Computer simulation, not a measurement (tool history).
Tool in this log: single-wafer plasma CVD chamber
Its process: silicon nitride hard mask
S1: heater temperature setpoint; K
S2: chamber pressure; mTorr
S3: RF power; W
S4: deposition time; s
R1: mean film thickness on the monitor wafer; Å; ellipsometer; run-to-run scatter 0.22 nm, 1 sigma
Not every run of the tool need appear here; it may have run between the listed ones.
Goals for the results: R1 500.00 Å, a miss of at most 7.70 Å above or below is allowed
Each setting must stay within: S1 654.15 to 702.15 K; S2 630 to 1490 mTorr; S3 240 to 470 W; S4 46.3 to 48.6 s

run    day      S1    S2   S3    S4      R1
  1  0.000  678.15  1060  355  48.6  545.97
  2  0.296  678.15  1010  355  48.6  537.12
  3  0.396  678.15   930  355  48.6  524.16
  4  0.612  678.15   930  355  48.6  520.06
  5  0.804  682.15   930  355  48.6  514.67
  6  1.096  683.15   920  355  48.6  517.90
  7  1.367  683.15   900  355  48.6  514.13
  8  1.625  683.15   880  355  48.6  509.53

4 next moves are on the table. One of them brings every result within its allowed miss. Which?
  A  1.883  686.15  750  375  47.1   ?
  B  1.883  679.15  740  370  48.2   ?
  C  1.883  677.15  760  375  47.0   ?
  D  1.883  686.15  770  375  48.6   ?

move      R1
   A  480.13
   B  486.23
   C  483.10
   D  500.19
A: takes the biggest miss from the last run beyond its target
B: takes the biggest miss from the last run beyond its target
C: takes the biggest miss from the last run beyond its target
D: every result within its allowed miss
D meets every target.
